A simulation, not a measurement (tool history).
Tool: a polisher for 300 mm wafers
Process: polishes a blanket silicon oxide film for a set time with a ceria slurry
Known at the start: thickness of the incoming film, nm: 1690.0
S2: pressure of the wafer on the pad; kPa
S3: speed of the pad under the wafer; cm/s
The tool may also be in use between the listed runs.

run 1 day=0 | flow_of_slurry_(ml/min)=275 S2=16.5 S3=126 polishing_time_(s)=84 | film_removed_(nm)=338.24
run 2 day=0.271 | flow_of_slurry_(ml/min)=240 S2=16.5 S3=126 polishing_time_(s)=84 | film_removed_(nm)=335.52
run 3 day=0.45 | flow_of_slurry_(ml/min)=240 S2=14.5 S3=126 polishing_time_(s)=84 | film_removed_(nm)=297.11
run 4 day=0.783 | flow_of_slurry_(ml/min)=240 S2=14.5 S3=126 polishing_time_(s)=88 | film_removed_(nm)=323.68
-- day=0.908 slurry nozzle cleaned
run 5 day=0.908 | flow_of_slurry_(ml/min)=240 S2=12.4 S3=124 polishing_time_(s)=88 | film_removed_(nm)=292.25
run 6 day=1.075 | flow_of_slurry_(ml/min)=240 S2=12.4 S3=150 polishing_time_(s)=88 | film_removed_(nm)=353.17
run 7 day=1.379 | flow_of_slurry_(ml/min)=240 S2=11 S3=142 polishing_time_(s)=88 | film_removed_(nm)=314.28

Run 8 comes next. What will it give?
run 8 day=1.512 | flow_of_slurry_(ml/min)=240 S2=9.7 S3=134 polishing_time_(s)=88 | film_removed_(nm)=?

Run 8 gave film removed (nm) 273.32.

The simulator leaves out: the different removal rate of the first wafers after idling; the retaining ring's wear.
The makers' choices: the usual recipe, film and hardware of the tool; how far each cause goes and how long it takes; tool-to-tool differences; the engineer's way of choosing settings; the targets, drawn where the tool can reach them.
